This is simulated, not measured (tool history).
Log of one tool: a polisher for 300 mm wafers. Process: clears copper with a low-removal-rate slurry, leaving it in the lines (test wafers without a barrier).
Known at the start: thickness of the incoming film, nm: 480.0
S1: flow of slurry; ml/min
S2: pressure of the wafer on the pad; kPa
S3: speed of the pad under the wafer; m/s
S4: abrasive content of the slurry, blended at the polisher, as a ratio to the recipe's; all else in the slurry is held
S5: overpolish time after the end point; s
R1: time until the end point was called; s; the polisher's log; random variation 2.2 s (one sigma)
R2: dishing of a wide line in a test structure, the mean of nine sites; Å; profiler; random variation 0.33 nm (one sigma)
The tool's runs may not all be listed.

| run | hour | S1 | S2 | S3 | S4 | S5 | R1 | R2 |
|---|---|---|---|---|---|---|---|---|
| 1 | 0 | 215 | 26.9 | 1.24 | 1 | 15 | 89.341 | 497.11 |
| 2 | 3.2 | 215 | 31 | 1.24 | 1 | 15 | 82.334 | 533.06 |
| 3 | 8.4 | 215 | 31 | 1.24 | 1.15 | 15 | 80.158 | 549.59 |
| 4 | 12.9 | 215 | 31 | 1.24 | 1.15 | 19 | 82.711 | 644.43 |
| 5 | 19 | 215 | 29 | 1.14 | 1.15 | 15 | 93.893 | 485.01 |
| 6 | 24 | 215 | 29 | 1.14 | 1.25 | 15 | 91.715 | 499.84 |
| 7 | 25 | 210 | 26.9 | 1.1 | 1.2 | 12 | 100.93 | 391.41 |
| 8 | 32.5 | 210 | 24.8 | 1.1 | 1.2 | 10 | 106.27 | 308.9 |
| 9 | 37.1 | 210 | 23.4 | 1.1 | 1.2 | 9 | 113.45 | 272.4 |
| 10 | 40.7 | 210 | 23.4 | 1.1 | 1.2 | 9 | 111.68 | 277.41 |
| 11 | 42.2 | 210 | 22.8 | 1.1 | 1.2 | 9 | 115.2 | 272.73 |
| 12 | 50.5 | 210 | 22.1 | 1.1 | 1.2 | 9 | 116.36 | 268.45 |
| 13 | 51.7 | 210 | 21.4 | 1.1 | 1.2 | 9 | 116.3 | 260.95 |

Forecast run 14:
| 14 | 57.5 | 210 | 20.7 | 1.1 | 1.2 | 9 | ? | ? |

R1: 120.15 s
R2: 257.03 Å

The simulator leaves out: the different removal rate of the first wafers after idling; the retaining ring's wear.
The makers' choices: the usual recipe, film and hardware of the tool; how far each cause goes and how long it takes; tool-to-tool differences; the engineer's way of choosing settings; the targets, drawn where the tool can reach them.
